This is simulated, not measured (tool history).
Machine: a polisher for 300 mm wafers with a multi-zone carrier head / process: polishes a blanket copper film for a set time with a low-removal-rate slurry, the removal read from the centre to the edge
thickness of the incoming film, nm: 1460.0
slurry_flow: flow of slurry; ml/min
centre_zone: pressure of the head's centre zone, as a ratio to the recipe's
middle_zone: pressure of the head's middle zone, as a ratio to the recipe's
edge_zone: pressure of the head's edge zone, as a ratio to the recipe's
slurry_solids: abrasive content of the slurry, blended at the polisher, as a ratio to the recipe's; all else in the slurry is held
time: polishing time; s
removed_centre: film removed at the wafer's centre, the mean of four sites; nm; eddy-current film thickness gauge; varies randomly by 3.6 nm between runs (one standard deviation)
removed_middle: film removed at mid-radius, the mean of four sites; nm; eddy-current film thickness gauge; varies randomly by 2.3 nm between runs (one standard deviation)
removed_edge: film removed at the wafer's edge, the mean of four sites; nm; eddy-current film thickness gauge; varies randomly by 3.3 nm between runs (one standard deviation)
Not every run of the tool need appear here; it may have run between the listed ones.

{"run": 1, "hour": 0.0, "slurry_flow": 130, "centre_zone": 1.0, "middle_zone": 1.0, "edge_zone": 1.0, "slurry_solids": 1.0, "time": 88, "removed_centre": 320.75, "removed_middle": 318.91, "removed_edge": 319.4}
{"run": 2, "hour": 4.5, "slurry_flow": 130, "centre_zone": 1.0, "middle_zone": 1.0, "edge_zone": 1.06, "slurry_solids": 1.0, "time": 88, "removed_centre": 323.26, "removed_middle": 317.94, "removed_edge": 321.61}
{"run": 3, "hour": 7.4, "slurry_flow": 125, "centre_zone": 1.0, "middle_zone": 0.99, "edge_zone": 1.05, "slurry_solids": 0.9, "time": 86, "removed_centre": 303.63, "removed_middle": 297.22, "removed_edge": 301.55}
{"run": 4, "hour": 11.1, "slurry_flow": 120, "centre_zone": 1.0, "middle_zone": 0.97, "edge_zone": 1.04, "slurry_solids": 0.8, "time": 86, "removed_centre": 300.98, "removed_middle": 287.17, "removed_edge": 297.58}
{"run": 5, "hour": 15.0, "slurry_flow": 115, "centre_zone": 1.0, "middle_zone": 0.96, "edge_zone": 1.04, "slurry_solids": 0.75, "time": 84, "removed_centre": 283.2, "removed_middle": 269.35, "removed_edge": 282.06}
{"run": 6, "hour": 21.5, "slurry_flow": 100, "centre_zone": 1.0, "middle_zone": 0.96, "edge_zone": 1.04, "slurry_solids": 0.75, "time": 84, "removed_centre": 266.42, "removed_middle": 255.06, "removed_edge": 272.86}

Predict the results of run 7:
{"run": 7, "hour": 24.4, "slurry_flow": 95, "centre_zone": 1.01, "middle_zone": 0.96, "edge_zone": 1.03, "slurry_solids": 0.7, "time": 84, "removed_centre": "?", "removed_middle": "?", "removed_edge": "?"}

removed_centre: 264.44 nm
removed_middle: 250.31 nm
removed_edge: 266.26 nm
